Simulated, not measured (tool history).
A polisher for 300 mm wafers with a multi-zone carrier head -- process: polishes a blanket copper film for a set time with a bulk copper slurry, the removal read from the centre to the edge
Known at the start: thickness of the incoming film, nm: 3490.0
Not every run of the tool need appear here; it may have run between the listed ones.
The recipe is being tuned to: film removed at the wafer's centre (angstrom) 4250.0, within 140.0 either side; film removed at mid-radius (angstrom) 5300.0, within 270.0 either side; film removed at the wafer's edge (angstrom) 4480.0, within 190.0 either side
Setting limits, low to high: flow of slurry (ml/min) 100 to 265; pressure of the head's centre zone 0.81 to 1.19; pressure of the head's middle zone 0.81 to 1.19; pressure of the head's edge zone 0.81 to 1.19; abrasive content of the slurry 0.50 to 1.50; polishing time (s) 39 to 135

run  hour  flow of slurry (ml/min)  pressure of the head's centre zone  pressure of the head's middle zone  pressure of the head's edge zone  abrasive content of the slurry  polishing time (s)  film removed at the wafer's centre (angstrom)  film removed at mid-radius (angstrom)  film removed at the wafer's edge (angstrom)
  1   0.0                      170                                1.00                                1.00                              1.00                            1.00                  87                                         5068.8                                 5032.2                                       4811.6
  2   6.1                      170                                1.00                                1.00                              1.04                            1.00                  87                                         5133.7                                 4996.4                                       4955.5
  3   8.6                      165                                0.98                                1.02                              1.02                            1.00                  87                                         4842.9                                 5096.8                                       4975.1
  4  11.1                      165                                0.98                                1.02                              1.08                            1.00                  87                                         4932.5                                 5070.0                                       5169.6
  5  19.6                      165                                0.98                                1.02                              1.08                            1.00                  96                                         5454.9                                 5613.5                                       5552.9
  6  28.6                      160                                0.97                                1.03                              1.04                            0.95                  96                                         5243.4                                 5637.0                                       5461.6
  7  36.4                      160                                0.96                                1.03                              1.01                            0.90                  95                                         5062.3                                 5501.9                                       5196.4
  8  40.6                      155                                0.95                                1.03                              0.98                            0.85                  95                                         4962.4                                 5346.8                                       5016.8
  9  47.8                      150                                0.94                                1.04                              0.96                            0.85                  95                                         4789.5                                 5194.6                                       4997.4
 10  48.8                      200                                0.91                                1.14                              0.86                            0.60                  92                                         4442.8                                 5309.6                                       4377.6

Next run, 5 choices. One meets every target within its allowed miss, the rest don't. Which?
  A  49.8                      195                                1.02                                1.19                              0.90                            0.65                  84                                              ?                                      ?                                            ?
  B  49.8                      125                                0.95                                1.19                              1.00                            0.55                  97                                              ?                                      ?                                            ?
  C  49.8                      190                                1.03                                1.11                              0.82                            0.55                  98                                              ?                                      ?                                            ?
  D  49.8                      240                                0.99                                1.12                              0.91                            0.50                  90                                              ?                                      ?                                            ?
  E  49.8                      185                                1.01                                1.06                              0.84                            0.50                  99                                              ?                                      ?                                            ?

move  film removed at the wafer's centre (angstrom)  film removed at mid-radius (angstrom)  film removed at the wafer's edge (angstrom)
   A                                         4620.8                                 5121.4                                       4058.1
   B                                         4292.3                                 5175.0                                       4421.1
   C                                         5193.4                                 5374.0                                       4345.4
   D                                         4643.2                                 5019.0                                       4183.8
   E                                         4993.8                                 5071.9                                       4319.1
A: misses by more than the last run did
B: all results in spec
C: misses by more than the last run did
D: misses by more than the last run did
E: misses by more than the last run did
B meets every target.
